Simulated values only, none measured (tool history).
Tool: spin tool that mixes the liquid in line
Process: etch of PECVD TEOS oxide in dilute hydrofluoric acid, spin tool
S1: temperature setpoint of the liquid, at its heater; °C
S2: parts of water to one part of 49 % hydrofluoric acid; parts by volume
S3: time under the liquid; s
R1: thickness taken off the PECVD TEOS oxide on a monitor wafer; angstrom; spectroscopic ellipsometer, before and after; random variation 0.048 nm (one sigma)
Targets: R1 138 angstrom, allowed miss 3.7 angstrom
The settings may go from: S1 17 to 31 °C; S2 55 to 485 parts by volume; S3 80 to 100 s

{"run": 1, "day": 0.0, "S1": 23, "S2": 270, "S3": 100, "R1": 61.629}
{"run": 2, "day": 0.225, "S1": 20, "S2": 270, "S3": 100, "R1": 54.939}
{"run": 3, "day": 0.275, "S1": 20, "S2": 310, "S3": 100, "R1": 46.375}
{"run": 4, "day": 0.462, "S1": 20, "S2": 350, "S3": 100, "R1": 39.531}
{"run": 5, "day": 0.8, "S1": 20, "S2": 350, "S3": 100, "R1": 39.63}
{"run": 6, "day": 1.008, "S1": 21.5, "S2": 325, "S3": 100, "R1": 45.709}
{"run": 7, "day": 1.371, "S1": 25.5, "S2": 215, "S3": 100, "R1": 89.529}
{"run": 8, "day": 1.417, "S1": 25.5, "S2": 215, "S3": 100, "R1": 88.758}
{"run": 9, "day": 1.5, "S1": 26, "S2": 210, "S3": 100, "R1": 93.609}
{"run": 10, "day": 1.658, "S1": 26.5, "S2": 205, "S3": 100, "R1": 98.775}
{"run": 11, "day": 1.808, "S1": 30.5, "S2": 165, "S3": 100, "R1": 148.1}
{"run": 12, "day": 1.854, "S1": 29.5, "S2": 165, "S3": 100, "R1": 142.98}

Which of these 4 next moves meets every target?
{"run": "A", "day": 1.9, "S1": 27.5, "S2": 160, "S3": 100, "R1": "?"}
{"run": "B", "day": 1.9, "S1": 30, "S2": 165, "S3": 100, "R1": "?"}
{"run": "C", "day": 1.9, "S1": 30, "S2": 155, "S3": 100, "R1": "?"}
{"run": "D", "day": 1.9, "S1": 28.5, "S2": 155, "S3": 100, "R1": "?"}

move=A R1=137.78
move=B R1=145.3
move=C R1=156.69
move=D R1=148.43
A: meets every target
B: further off than the last run
C: further off than the last run
D: further off than the last run
Answer: A

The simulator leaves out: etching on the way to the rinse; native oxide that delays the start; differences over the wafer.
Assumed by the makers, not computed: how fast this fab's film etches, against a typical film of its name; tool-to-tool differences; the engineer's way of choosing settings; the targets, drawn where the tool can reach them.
